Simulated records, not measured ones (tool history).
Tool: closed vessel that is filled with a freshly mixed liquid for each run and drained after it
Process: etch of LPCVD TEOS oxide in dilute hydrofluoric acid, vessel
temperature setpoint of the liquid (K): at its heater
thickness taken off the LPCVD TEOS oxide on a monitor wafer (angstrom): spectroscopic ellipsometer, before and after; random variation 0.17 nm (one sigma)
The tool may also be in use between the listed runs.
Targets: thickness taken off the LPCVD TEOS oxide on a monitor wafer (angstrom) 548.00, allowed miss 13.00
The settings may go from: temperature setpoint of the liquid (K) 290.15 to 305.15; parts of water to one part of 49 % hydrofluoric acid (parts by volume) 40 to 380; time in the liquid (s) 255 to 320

run	hour	temperature setpoint of the liquid (K)	parts of water to one part of 49 % hydrofluoric acid (parts by volume)	time in the liquid (s)	thickness taken off the LPCVD TEOS oxide on a monitor wafer (angstrom)
1	0.0	297.15	210	320	251.89
2	1.2	297.15	210	255	200.18
3	4.6	294.15	210	255	180.25
4	11.8	294.15	210	255	178.10
5	19.4	294.15	210	320	224.76
6	28.1	294.15	210	255	179.78
7	32.5	297.65	175	255	254.60
8	37.8	300.15	145	255	349.04
9	43.3	301.65	130	255	421.60
10	52.3	302.65	125	255	457.04
11	56.0	305.15	110	255	579.77
12	61.0	304.65	110	255	569.94

Which of these 4 next moves meets every target?
A	66.0	303.65	120	300	?
B	66.0	303.15	115	275	?
C	66.0	302.65	110	280	?
D	66.0	305.15	135	320	?

move	thickness taken off the LPCVD TEOS oxide on a monitor wafer (angstrom)
A	580.89
B	549.27
C	577.88
D	569.45
A: further off than the last run
B: meets every target
C: further off than the last run
D: as far off as the last run
The right move is B.

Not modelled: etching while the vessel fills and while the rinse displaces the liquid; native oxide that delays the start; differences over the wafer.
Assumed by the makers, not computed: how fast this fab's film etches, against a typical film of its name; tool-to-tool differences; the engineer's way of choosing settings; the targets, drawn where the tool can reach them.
